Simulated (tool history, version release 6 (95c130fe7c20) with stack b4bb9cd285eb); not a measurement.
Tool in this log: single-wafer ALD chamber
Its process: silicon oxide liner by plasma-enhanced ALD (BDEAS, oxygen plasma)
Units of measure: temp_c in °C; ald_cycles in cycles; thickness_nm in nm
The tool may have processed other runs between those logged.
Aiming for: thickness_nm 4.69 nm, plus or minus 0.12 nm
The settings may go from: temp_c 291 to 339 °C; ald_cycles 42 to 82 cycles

run,hour,temp_c,ald_cycles,thickness_nm
1,0,315,62,5.6512
2,3.5,315,65,5.851
3,11.3,324,65,5.7564
4,16.9,325,60,5.3538
5,22.6,319,60,5.4209
6,25.6,320,57,5.1547
7,31.7,321,55,4.9377
8,32.5,321,54,4.8388

5 candidate next runs follow, results not yet known. Just one meets every target within its allowed miss. Identify it.
A,33.3,320,56,?
B,33.3,320,58,?
C,33.3,327,53,?
D,33.3,322,56,?
E,33.3,319,56,?

move,thickness_nm
A,4.9906
B,5.1689
C,4.6756
D,4.9762
E,4.9978
A: its largest miss is bigger than the last run's
B: its largest miss is bigger than the last run's
C: meets every target
D: its largest miss is bigger than the last run's
E: its largest miss is bigger than the last run's
Move C is the one to make.
